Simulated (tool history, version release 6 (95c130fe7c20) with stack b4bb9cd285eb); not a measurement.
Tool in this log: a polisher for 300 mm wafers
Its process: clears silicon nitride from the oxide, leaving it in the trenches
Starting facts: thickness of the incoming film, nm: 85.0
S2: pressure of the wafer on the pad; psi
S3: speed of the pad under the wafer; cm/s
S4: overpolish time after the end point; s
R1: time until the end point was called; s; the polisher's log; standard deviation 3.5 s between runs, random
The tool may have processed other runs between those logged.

{"run": 1, "hour": 0.0, "flow of slurry (ml/min)": 255, "S2": 2.2, "S3": 84, "S4": 39, "R1": 171.86}
{"run": 2, "hour": 3.7, "flow of slurry (ml/min)": 255, "S2": 2.2, "S3": 84, "S4": 42, "R1": 172.27}
{"run": 3, "hour": 8.4, "flow of slurry (ml/min)": 255, "S2": 2.2, "S3": 66, "S4": 42, "R1": 217.65}
{"run": 4, "hour": 13.0, "flow of slurry (ml/min)": 210, "S2": 2.2, "S3": 66, "S4": 42, "R1": 217}
{"run": 5, "hour": 17.8, "flow of slurry (ml/min)": 210, "S2": 2.2, "S3": 66, "S4": 39, "R1": 225.22}
{"run": 6, "hour": 25.8, "flow of slurry (ml/min)": 210, "S2": 2.6, "S3": 66, "S4": 39, "R1": 187.96}

What will run 7 give?
{"run": 7, "hour": 28.6, "flow of slurry (ml/min)": 210, "S2": 2.3, "S3": 66, "S4": 39, "R1": "?"}

{"run 7": {"R1": 213.07}}

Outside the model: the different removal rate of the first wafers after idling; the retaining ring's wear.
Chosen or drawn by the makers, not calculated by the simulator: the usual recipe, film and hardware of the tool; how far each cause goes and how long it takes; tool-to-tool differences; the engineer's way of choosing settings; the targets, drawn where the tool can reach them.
